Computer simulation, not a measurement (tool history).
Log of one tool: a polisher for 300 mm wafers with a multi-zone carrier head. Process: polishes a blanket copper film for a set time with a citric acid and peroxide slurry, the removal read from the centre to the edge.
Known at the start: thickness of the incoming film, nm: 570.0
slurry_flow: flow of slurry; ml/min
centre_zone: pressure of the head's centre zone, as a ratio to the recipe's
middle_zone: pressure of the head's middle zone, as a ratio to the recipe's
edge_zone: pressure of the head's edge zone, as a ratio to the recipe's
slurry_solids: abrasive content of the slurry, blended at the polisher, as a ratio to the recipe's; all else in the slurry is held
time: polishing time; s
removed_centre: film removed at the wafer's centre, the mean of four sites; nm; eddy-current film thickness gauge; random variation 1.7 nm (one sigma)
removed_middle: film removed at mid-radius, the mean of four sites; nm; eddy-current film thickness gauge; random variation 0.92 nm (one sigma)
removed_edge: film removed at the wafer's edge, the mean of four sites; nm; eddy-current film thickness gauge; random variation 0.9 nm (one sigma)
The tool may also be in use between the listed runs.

run 1 hour=0 | slurry_flow=140 centre_zone=1 middle_zone=1 edge_zone=1 slurry_solids=1 time=56 | removed_centre=84.015 removed_middle=83.975 removed_edge=83.65
run 2 hour=5.8 | slurry_flow=140 centre_zone=0.92 middle_zone=1 edge_zone=1 slurry_solids=1 time=56 | removed_centre=76.127 removed_middle=82.033 removed_edge=81.347
run 3 hour=10 | slurry_flow=140 centre_zone=0.99 middle_zone=1 edge_zone=1 slurry_solids=1 time=56 | removed_centre=82.814 removed_middle=84.595 removed_edge=83.481
run 4 hour=15.5 | slurry_flow=105 centre_zone=0.99 middle_zone=1 edge_zone=1 slurry_solids=1 time=56 | removed_centre=76.725 removed_middle=77.108 removed_edge=79.429
run 5 hour=22.3 | slurry_flow=90 centre_zone=0.99 middle_zone=1 edge_zone=1 slurry_solids=1 time=56 | removed_centre=71.763 removed_middle=73.654 removed_edge=75.894
run 6 hour=28.4 | slurry_flow=90 centre_zone=0.99 middle_zone=1 edge_zone=0.94 slurry_solids=1 time=56 | removed_centre=72.289 removed_middle=74.165 removed_edge=73.586
run 7 hour=31.4 | slurry_flow=120 centre_zone=1.04 middle_zone=0.99 edge_zone=0.95 slurry_solids=1 time=56 | removed_centre=82.414 removed_middle=80.278 removed_edge=79.397

Run 8 comes next. What will it give?
run 8 hour=33.8 | slurry_flow=140 centre_zone=1.08 middle_zone=0.98 edge_zone=0.95 slurry_solids=1 time=56 | removed_centre=? removed_middle=? removed_edge=?

Run 8 gave removed_centre 90.532 nm, removed_middle 81.906 nm, removed_edge 80.54 nm.
